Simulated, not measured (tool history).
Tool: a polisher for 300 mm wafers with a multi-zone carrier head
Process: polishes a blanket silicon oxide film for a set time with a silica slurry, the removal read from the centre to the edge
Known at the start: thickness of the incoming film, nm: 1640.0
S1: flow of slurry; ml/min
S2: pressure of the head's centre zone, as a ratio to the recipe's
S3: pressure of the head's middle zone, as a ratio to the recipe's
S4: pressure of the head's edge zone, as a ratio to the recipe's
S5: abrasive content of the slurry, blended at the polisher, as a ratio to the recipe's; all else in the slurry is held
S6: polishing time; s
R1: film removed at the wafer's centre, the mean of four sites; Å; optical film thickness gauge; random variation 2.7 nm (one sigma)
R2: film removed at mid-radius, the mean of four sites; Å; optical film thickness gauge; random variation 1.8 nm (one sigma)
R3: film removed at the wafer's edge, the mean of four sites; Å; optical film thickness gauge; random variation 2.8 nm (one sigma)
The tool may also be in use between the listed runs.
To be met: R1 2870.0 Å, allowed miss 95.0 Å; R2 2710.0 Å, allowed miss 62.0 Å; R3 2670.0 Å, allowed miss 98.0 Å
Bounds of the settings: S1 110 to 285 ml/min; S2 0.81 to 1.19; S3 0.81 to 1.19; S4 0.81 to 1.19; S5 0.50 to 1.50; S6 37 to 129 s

| run | day | S1 | S2 | S3 | S4 | S5 | S6 | R1 | R2 | R3 |
|---|---|---|---|---|---|---|---|---|---|---|
| 1 | 0.000 | 180 | 1.00 | 1.00 | 1.00 | 1.00 | 83 | 2801.9 | 2818.2 | 2844.4 |
| 2 | 0.279 | 175 | 1.02 | 0.99 | 0.97 | 1.00 | 83 | 2817.3 | 2814.4 | 2783.5 |
| 3 | 0.550 | 175 | 0.99 | 0.99 | 0.97 | 1.00 | 83 | 2711.3 | 2773.1 | 2737.7 |
| 4 | 0.767 | 200 | 0.99 | 0.99 | 0.97 | 1.00 | 83 | 2832.8 | 2881.9 | 2899.8 |
| 5 | 0.904 | 200 | 0.99 | 0.99 | 1.01 | 1.00 | 83 | 2813.6 | 2870.6 | 2905.5 |
| 6 | 1.246 | 200 | 0.99 | 0.99 | 1.01 | 1.00 | 97 | 3253.6 | 3359.8 | 3374.8 |
| 7 | 1.529 | 175 | 1.00 | 0.96 | 0.95 | 0.95 | 97 | 3108.9 | 3095.1 | 3160.3 |
| 8 | 1.767 | 155 | 1.02 | 0.96 | 0.91 | 0.90 | 97 | 2966.2 | 2926.7 | 2972.3 |
| 9 | 2.079 | 145 | 1.04 | 0.96 | 0.88 | 0.90 | 97 | 2931.6 | 2860.2 | 2915.1 |

Which of these 5 next moves meets every target?
| A | 2.392 | 150 | 1.09 | 0.99 | 0.87 | 0.95 | 87 | ? | ? | ? |
| B | 2.392 | 175 | 1.05 | 1.08 | 0.84 | 0.90 | 87 | ? | ? | ? |
| C | 2.392 | 115 | 0.97 | 0.88 | 0.85 | 0.70 | 126 | ? | ? | ? |
| D | 2.392 | 140 | 1.10 | 1.02 | 0.84 | 0.90 | 96 | ? | ? | ? |
| E | 2.392 | 155 | 0.99 | 0.88 | 0.94 | 0.95 | 99 | ? | ? | ? |

| move | R1 | R2 | R3 |
|---|---|---|---|
| A | 2831.0 | 2721.1 | 2701.0 |
| B | 2798.7 | 2964.8 | 2659.8 |
| C | 2817.0 | 2731.2 | 3057.0 |
| D | 2985.2 | 2929.7 | 2816.2 |
| E | 3015.5 | 2833.5 | 3191.0 |
A: meets every target
B: brings the result that was furthest off to its target, and leaves another outside
C: further off than the last run
D: further off than the last run
E: further off than the last run
The right move is A.

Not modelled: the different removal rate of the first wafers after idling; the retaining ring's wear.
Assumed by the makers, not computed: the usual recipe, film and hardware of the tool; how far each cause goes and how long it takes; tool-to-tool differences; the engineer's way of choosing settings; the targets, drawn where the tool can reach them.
